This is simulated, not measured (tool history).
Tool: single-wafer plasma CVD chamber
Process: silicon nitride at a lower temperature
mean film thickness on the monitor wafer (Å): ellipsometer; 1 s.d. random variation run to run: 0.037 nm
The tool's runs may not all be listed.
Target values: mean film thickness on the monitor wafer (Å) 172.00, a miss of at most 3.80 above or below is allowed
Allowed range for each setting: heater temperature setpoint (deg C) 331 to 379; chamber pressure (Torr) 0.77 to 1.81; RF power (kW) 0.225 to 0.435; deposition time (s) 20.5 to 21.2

run    day  heater temperature setpoint (deg C)  chamber pressure (Torr)  RF power (kW)  deposition time (s)  mean film thickness on the monitor wafer (Å)
  1  0.000                                  355                     1.29          0.330                 20.5                                        240.71
  2  0.117                                  355                     1.14          0.330                 20.5                                        230.33
  3  0.229                                  355                     1.26          0.330                 20.5                                        238.76
  4  0.354                                  355                     1.14          0.330                 20.5                                        229.53
  5  0.567                                  355                     1.14          0.285                 20.5                                        201.35
  6  0.917                                  355                     1.29          0.285                 20.5                                        210.33
  7  1.033                                  355                     1.19          0.280                 20.5                                        201.37
  8  1.142                                  355                     1.10          0.275                 20.5                                        192.00
  9  1.383                                  355                     0.84          0.265                 20.5                                        163.24
 10  1.529                                  355                     0.87          0.265                 20.5                                        166.49

Exercise: of the 4 proposed moves below, exactly one satisfies all targets within the stated allowed misses. Which move is it?
  A  1.675                                  348                     0.87          0.255                 21.1                                             ?
  B  1.675                                  358                     0.85          0.255                 21.0                                             ?
  C  1.675                                  354                     0.88          0.270                 20.8                                             ?
  D  1.675                                  357                     0.80          0.265                 21.2                                             ?

move  mean film thickness on the monitor wafer (Å)
   A                                        165.92
   B                                        162.40
   C                                        173.54
   D                                        164.43
A: the biggest miss grows against the last run
B: the biggest miss grows against the last run
C: all results land within tolerance of their targets
D: the biggest miss grows against the last run
The right move is C.

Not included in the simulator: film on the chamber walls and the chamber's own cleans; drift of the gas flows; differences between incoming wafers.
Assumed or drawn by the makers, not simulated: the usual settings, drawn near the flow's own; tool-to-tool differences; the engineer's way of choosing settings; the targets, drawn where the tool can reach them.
